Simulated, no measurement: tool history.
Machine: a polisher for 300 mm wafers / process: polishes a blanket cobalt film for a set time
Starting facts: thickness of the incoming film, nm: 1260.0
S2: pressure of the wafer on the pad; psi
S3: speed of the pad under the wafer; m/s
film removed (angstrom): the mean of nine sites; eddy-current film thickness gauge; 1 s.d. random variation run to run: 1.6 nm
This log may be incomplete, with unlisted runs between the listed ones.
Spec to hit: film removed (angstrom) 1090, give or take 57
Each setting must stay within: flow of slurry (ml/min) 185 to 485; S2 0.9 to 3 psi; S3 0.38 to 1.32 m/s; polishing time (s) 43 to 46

{"run": 1, "day": 0.0, "flow of slurry (ml/min)": 310, "S2": 1.9, "S3": 0.84, "polishing time (s)": 43, "film removed (angstrom)": 1754.3}
{"run": 2, "day": 0.067, "flow of slurry (ml/min)": 310, "S2": 1.7, "S3": 0.84, "polishing time (s)": 43, "film removed (angstrom)": 1609.6}
{"run": 3, "day": 0.358, "flow of slurry (ml/min)": 310, "S2": 2.1, "S3": 0.84, "polishing time (s)": 43, "film removed (angstrom)": 1953}
{"run": 4, "day": 0.704, "flow of slurry (ml/min)": 310, "S2": 2.1, "S3": 0.84, "polishing time (s)": 46, "film removed (angstrom)": 2110.1}
{"run": 5, "day": 1.054, "flow of slurry (ml/min)": 310, "S2": 1.8, "S3": 0.82, "polishing time (s)": 46, "film removed (angstrom)": 1780.2}
{"run": 6, "day": 1.325, "flow of slurry (ml/min)": 310, "S2": 1.8, "S3": 0.7, "polishing time (s)": 46, "film removed (angstrom)": 1528.3}
{"run": 7, "day": 1.388, "flow of slurry (ml/min)": 310, "S2": 1.6, "S3": 0.7, "polishing time (s)": 46, "film removed (angstrom)": 1419.6}
{"run": 8, "day": 1.442, "flow of slurry (ml/min)": 310, "S2": 1.4, "S3": 0.7, "polishing time (s)": 46, "film removed (angstrom)": 1244}
{"run": 9, "day": 1.804, "flow of slurry (ml/min)": 310, "S2": 1.3, "S3": 0.7, "polishing time (s)": 46, "film removed (angstrom)": 1160.9}

5 next moves are on the table. One of them brings every result within its allowed miss. Which?
{"run": "A", "day": 2.167, "flow of slurry (ml/min)": 355, "S2": 1.3, "S3": 0.72, "polishing time (s)": 45, "film removed (angstrom)": "?"}
{"run": "B", "day": 2.167, "flow of slurry (ml/min)": 320, "S2": 1.5, "S3": 0.62, "polishing time (s)": 46, "film removed (angstrom)": "?"}
{"run": "C", "day": 2.167, "flow of slurry (ml/min)": 310, "S2": 1.5, "S3": 0.66, "polishing time (s)": 46, "film removed (angstrom)": "?"}
{"run": "D", "day": 2.167, "flow of slurry (ml/min)": 365, "S2": 1.4, "S3": 0.5, "polishing time (s)": 43, "film removed (angstrom)": "?"}
{"run": "E", "day": 2.167, "flow of slurry (ml/min)": 275, "S2": 1.2, "S3": 0.74, "polishing time (s)": 45, "film removed (angstrom)": "?"}

move=A film_removed_(angstrom)=1220.2
move=B film_removed_(angstrom)=1233.6
move=C film_removed_(angstrom)=1292.7
move=D film_removed_(angstrom)=930.99
move=E film_removed_(angstrom)=1131.9
A: lands further from the targets than the last run did
B: lands further from the targets than the last run did
C: lands further from the targets than the last run did
D: moves the result that the last run missed by most past its target, out the other side
E: every result within its allowed miss
So the answer is move E, the one that meets all the targets.
